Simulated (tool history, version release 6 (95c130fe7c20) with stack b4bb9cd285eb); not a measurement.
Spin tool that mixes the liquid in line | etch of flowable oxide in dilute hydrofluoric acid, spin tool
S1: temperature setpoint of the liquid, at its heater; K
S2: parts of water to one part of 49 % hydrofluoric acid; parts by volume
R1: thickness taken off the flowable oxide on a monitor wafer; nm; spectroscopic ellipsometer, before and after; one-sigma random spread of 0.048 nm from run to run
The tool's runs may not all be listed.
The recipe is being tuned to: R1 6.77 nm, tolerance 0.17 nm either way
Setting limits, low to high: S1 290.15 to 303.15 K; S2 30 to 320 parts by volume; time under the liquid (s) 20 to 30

run 1 hour=0 | S1=295.15 S2=175 time_under_the_liquid_(s)=30 | R1=4.1665
run 2 hour=5.5 | S1=296.15 S2=170 time_under_the_liquid_(s)=30 | R1=4.5371
run 3 hour=7.4 | S1=296.15 S2=170 time_under_the_liquid_(s)=20 | R1=3.0141
run 4 hour=13 | S1=294.65 S2=170 time_under_the_liquid_(s)=20 | R1=2.8215
-- hour=18.4 hydrofluoric acid flow meter replaced
run 5 hour=18.4 | S1=294.65 S2=110 time_under_the_liquid_(s)=20 | R1=5.4533
run 6 hour=25.8 | S1=294.65 S2=65 time_under_the_liquid_(s)=20 | R1=9.6694
run 7 hour=33 | S1=294.15 S2=65 time_under_the_liquid_(s)=20 | R1=9.5101
run 8 hour=37.3 | S1=293.65 S2=65 time_under_the_liquid_(s)=20 | R1=9.2014
run 9 hour=45.8 | S1=290.15 S2=95 time_under_the_liquid_(s)=20 | R1=5.238
run 10 hour=49.6 | S1=290.65 S2=95 time_under_the_liquid_(s)=20 | R1=5.3853
run 11 hour=56.7 | S1=290.65 S2=95 time_under_the_liquid_(s)=20 | R1=5.4341
run 12 hour=65.3 | S1=290.65 S2=95 time_under_the_liquid_(s)=20 | R1=5.3548
run 13 hour=72.8 | S1=291.15 S2=95 time_under_the_liquid_(s)=20 | R1=5.6102
run 14 hour=77.3 | S1=291.65 S2=95 time_under_the_liquid_(s)=20 | R1=5.6643
run 15 hour=80.5 | S1=292.15 S2=95 time_under_the_liquid_(s)=20 | R1=5.7076
run 16 hour=83.6 | S1=296.15 S2=90 time_under_the_liquid_(s)=20 | R1=7.2175

Exercise: of the 4 proposed moves below, exactly one satisfies all targets within the stated allowed misses. Which move is it?
run A hour=86.7 | S1=292.15 S2=95 time_under_the_liquid_(s)=25 | R1=?
run B hour=86.7 | S1=295.65 S2=85 time_under_the_liquid_(s)=20 | R1=?
run C hour=86.7 | S1=297.65 S2=100 time_under_the_liquid_(s)=20 | R1=?
run D hour=86.7 | S1=296.65 S2=90 time_under_the_liquid_(s)=20 | R1=?

move=A R1=7.1315
move=B R1=7.4477
move=C R1=6.7329
move=D R1=7.2789
A: better than the last run, though not everything is in spec
B: further off than the last run
C: in spec on every target
D: further off than the last run
C is the move that brings every result within its allowed miss.
